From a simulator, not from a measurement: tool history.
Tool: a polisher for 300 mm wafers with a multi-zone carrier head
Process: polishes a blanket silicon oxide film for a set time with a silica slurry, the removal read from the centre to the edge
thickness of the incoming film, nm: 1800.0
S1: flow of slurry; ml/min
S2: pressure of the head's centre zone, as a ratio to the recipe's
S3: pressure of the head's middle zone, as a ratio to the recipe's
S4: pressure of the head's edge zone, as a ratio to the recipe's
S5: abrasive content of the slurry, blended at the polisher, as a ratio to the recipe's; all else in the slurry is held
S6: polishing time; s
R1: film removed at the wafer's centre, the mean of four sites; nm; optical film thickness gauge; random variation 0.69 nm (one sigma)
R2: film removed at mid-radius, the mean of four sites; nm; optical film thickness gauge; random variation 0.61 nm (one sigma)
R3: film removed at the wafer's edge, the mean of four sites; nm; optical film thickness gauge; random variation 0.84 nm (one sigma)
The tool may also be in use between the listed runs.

run,hour,S1,S2,S3,S4,S5,S6,R1,R2,R3
1,0,285,1,1,1,1,39,95.231,97.772,91.999
2,7.6,350,1,1,1,1,39,97.134,99.947,93.355
3,15.8,340,0.96,0.94,0.99,0.85,39,87.277,90.337,87.096
4,16.5,315,0.96,0.94,0.99,0.85,39,87.789,88.171,86.591
5,17.3,305,0.92,0.9,0.98,0.75,39,78.682,83.83,81.597
6,24,295,0.92,0.87,1,0.7,39,76.695,77.384,80.74
7,30.5,280,0.91,0.85,0.99,0.65,39,73.656,73.539,76.306
8,39,265,0.9,0.84,0.99,0.65,39,70.774,73.067,75.816
9,46.9,255,0.9,0.83,1,0.65,39,70.885,71.745,76.991

The next listed run, before its measurement:
10,47.9,245,0.9,0.82,0.99,0.65,39,?,?,?

R1: 70.228 nm
R2: 73.035 nm
R3: 77.356 nm

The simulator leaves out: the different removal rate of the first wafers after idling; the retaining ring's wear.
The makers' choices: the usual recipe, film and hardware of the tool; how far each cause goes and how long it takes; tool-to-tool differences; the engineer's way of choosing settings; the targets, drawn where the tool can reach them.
